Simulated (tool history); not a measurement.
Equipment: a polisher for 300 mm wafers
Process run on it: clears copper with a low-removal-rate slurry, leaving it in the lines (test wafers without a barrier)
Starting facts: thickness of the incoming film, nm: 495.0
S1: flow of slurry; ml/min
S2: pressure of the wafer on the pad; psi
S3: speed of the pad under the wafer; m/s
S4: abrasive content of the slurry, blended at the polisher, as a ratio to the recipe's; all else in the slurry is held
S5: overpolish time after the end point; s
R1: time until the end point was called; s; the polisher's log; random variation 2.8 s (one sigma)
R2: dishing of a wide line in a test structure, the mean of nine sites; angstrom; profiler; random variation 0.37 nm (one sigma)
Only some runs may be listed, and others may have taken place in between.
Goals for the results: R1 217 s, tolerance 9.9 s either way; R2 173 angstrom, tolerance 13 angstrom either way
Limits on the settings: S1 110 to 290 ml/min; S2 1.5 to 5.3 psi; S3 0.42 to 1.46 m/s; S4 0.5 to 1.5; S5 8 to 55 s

run 1 day=0 | S1=185 S2=3.4 S3=0.94 S4=1 S5=28 | R1=140.84 R2=607.27
run 2 day=0.258 | S1=185 S2=3.1 S3=0.94 S4=1 S5=25 | R1=153.18 R2=496.71
run 3 day=0.579 | S1=185 S2=3.1 S3=1.06 S4=1 S5=25 | R1=140.94 R2=548.87
run 4 day=0.854 | S1=185 S2=3.1 S3=1.06 S4=0.85 S5=25 | R1=143.57 R2=548.82
run 5 day=1.042 | S1=200 S2=2.8 S3=1.02 S4=0.95 S5=22 | R1=160.99 R2=460.28
run 6 day=1.088 | S1=185 S2=2.6 S3=1 S4=1.05 S5=20 | R1=173.5 R2=384.83
run 7 day=1.45 | S1=175 S2=2.5 S3=1 S4=1.1 S5=18 | R1=179.28 R2=344.91
run 8 day=1.629 | S1=165 S2=2.4 S3=1 S4=1.15 S5=16 | R1=189.82 R2=283.43
run 9 day=2.004 | S1=160 S2=2.3 S3=1 S4=1.15 S5=15 | R1=198.84 R2=269.8
run 10 day=2.296 | S1=210 S2=1.5 S3=1 S4=1.15 S5=8 | R1=288.26 R2=106.16
run 11 day=2.554 | S1=210 S2=1.5 S3=1 S4=1.15 S5=8 | R1=289.57 R2=109.19
run 12 day=2.7 | S1=210 S2=1.5 S3=1 S4=1.15 S5=8 | R1=292.49 R2=106.9
run 13 day=2.788 | S1=210 S2=2.5 S3=1.02 S4=1.15 S5=19 | R1=175.19 R2=372.66
run 14 day=2.817 | S1=210 S2=2.5 S3=1.02 S4=1.15 S5=19 | R1=171.41 R2=376.61
run 15 day=3.092 | S1=210 S2=2.5 S3=1.02 S4=1.1 S5=18 | R1=176.18 R2=351.57
-- day=3.179 slurry blender recalibrated
run 16 day=3.179 | S1=210 S2=2.5 S3=1.02 S4=1.05 S5=16 | R1=170.43 R2=322.44
run 17 day=3.275 | S1=205 S2=2.4 S3=1.02 S4=1.05 S5=15 | R1=176.13 R2=299.34
run 18 day=3.529 | S1=200 S2=2.3 S3=1.02 S4=1.05 S5=14 | R1=179.82 R2=275.42
run 19 day=3.879 | S1=150 S2=1.5 S3=1.1 S4=1.05 S5=8 | R1=268.09 R2=115.77

Next run, 5 choices. One meets every target within its allowed miss, the rest don't. Which?
run A day=4.229 | S1=140 S2=2 S3=1.04 S4=1 S5=10 | R1=? R2=?
run B day=4.229 | S1=155 S2=1.9 S3=1.08 S4=1 S5=13 | R1=? R2=?
run C day=4.229 | S1=125 S2=1.5 S3=0.96 S4=1.15 S5=13 | R1=? R2=?
run D day=4.229 | S1=120 S2=1.7 S3=1.32 S4=0.9 S5=12 | R1=? R2=?
run E day=4.229 | S1=140 S2=1.9 S3=0.9 S4=1.25 S5=13 | R1=? R2=?

move=A R1=212.04 R2=176.54
move=B R1=213.94 R2=221.57
move=C R1=292.62 R2=165.61
move=D R1=209.39 R2=209.36
move=E R1=240.51 R2=199.5
A: in spec on every target
B: corrects the largest miss of the last run, while another result sits out of spec
C: lands further from the targets than the last run did
D: corrects the largest miss of the last run, while another result sits out of spec
E: an improvement on the last run, though not all results are within tolerance
So the answer is move A, the one that meets all the targets.
